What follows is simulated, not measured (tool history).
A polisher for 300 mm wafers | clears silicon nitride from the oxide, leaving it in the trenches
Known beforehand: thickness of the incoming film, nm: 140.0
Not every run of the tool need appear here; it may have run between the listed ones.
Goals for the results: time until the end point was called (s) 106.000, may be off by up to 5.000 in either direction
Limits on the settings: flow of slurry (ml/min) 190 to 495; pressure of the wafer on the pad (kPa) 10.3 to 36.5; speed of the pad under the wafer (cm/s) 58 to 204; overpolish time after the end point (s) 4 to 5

run,hour,flow of slurry (ml/min),pressure of the wafer on the pad (kPa),speed of the pad under the wafer (cm/s),overpolish time after the end point (s),time until the end point was called (s)
1,0.0,320,23.4,130,5,88.708
2,4.7,320,22.8,130,5,87.259
3,5.8,320,22.1,130,5,89.535
4,7.7,320,22.1,156,5,78.519
5,13.8,250,22.1,156,5,80.171
6,15.3,250,24.8,156,5,71.277
7,17.2,250,23.4,156,5,76.006
8,18.8,250,22.1,156,5,80.103
9,22.2,250,20.7,156,5,84.284
10,28.9,250,20.0,156,5,86.838
# hour 37.0: worn pad replaced by a new one
11,37.0,250,19.3,156,5,82.384
12,42.5,250,17.9,152,5,87.920
13,49.9,250,16.5,150,5,95.257

Exercise: of the 4 proposed moves below, exactly one satisfies all targets within the stated allowed misses. Which move is it?
A,57.3,195,15.9,146,5,?
B,57.3,265,17.9,108,4,?
C,57.3,265,17.2,154,4,?
D,57.3,270,19.3,134,4,?

move,time until the end point was called (s)
A,106.450
B,118.970
C,91.337
D,93.748
A: each result inside its tolerance
B: the result that was furthest off in the last run now lies on the other side of its target
C: misses by more than the last run did
D: misses by more than the last run did
The move that meets every target is A.
